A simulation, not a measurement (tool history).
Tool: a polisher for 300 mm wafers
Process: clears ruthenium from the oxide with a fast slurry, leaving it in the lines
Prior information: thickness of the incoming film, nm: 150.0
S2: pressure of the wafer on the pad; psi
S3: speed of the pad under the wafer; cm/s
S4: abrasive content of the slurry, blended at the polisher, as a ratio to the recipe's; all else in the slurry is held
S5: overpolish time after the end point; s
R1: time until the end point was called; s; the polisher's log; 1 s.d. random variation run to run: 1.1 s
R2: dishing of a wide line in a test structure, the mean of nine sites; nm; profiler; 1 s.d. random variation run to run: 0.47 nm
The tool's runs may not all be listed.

{"run": 1, "hour": 0.0, "flow of slurry (ml/min)": 240, "S2": 2.9, "S3": 118, "S4": 1.0, "S5": 18, "R1": 29.175, "R2": 68.619}
{"run": 2, "hour": 8.8, "flow of slurry (ml/min)": 240, "S2": 2.5, "S3": 106, "S4": 1.0, "S5": 17, "R1": 38.258, "R2": 54.07}
{"run": 3, "hour": 9.8, "flow of slurry (ml/min)": 240, "S2": 2.2, "S3": 100, "S4": 1.0, "S5": 16, "R1": 44.559, "R2": 42.664}
{"run": 4, "hour": 10.7, "flow of slurry (ml/min)": 240, "S2": 2.0, "S3": 96, "S4": 1.0, "S5": 16, "R1": 52.074, "R2": 37.607}
{"run": 5, "hour": 14.8, "flow of slurry (ml/min)": 240, "S2": 2.0, "S3": 114, "S4": 1.0, "S5": 16, "R1": 43.721, "R2": 45.427}
{"run": 6, "hour": 22.7, "flow of slurry (ml/min)": 195, "S2": 2.0, "S3": 114, "S4": 1.0, "S5": 16, "R1": 44.707, "R2": 43.157}
{"hour": 28.7, "done": "head pressure recalibrated"}
{"run": 7, "hour": 28.7, "flow of slurry (ml/min)": 185, "S2": 1.3, "S3": 84, "S4": 0.95, "S5": 15, "R1": 100.81, "R2": 19.112}
{"run": 8, "hour": 30.9, "flow of slurry (ml/min)": 220, "S2": 1.4, "S3": 84, "S4": 0.95, "S5": 15, "R1": 95.125, "R2": 21.531}
{"run": 9, "hour": 39.1, "flow of slurry (ml/min)": 240, "S2": 1.5, "S3": 84, "S4": 0.95, "S5": 15, "R1": 85.868, "R2": 22.938}

Predict the results of run 10:
{"run": 10, "hour": 41.7, "flow of slurry (ml/min)": 255, "S2": 1.6, "S3": 84, "S4": 0.95, "S5": 15, "R1": "?", "R2": "?"}

For run 10 the tool returned R1 80.063 s, R2 24.066 nm.
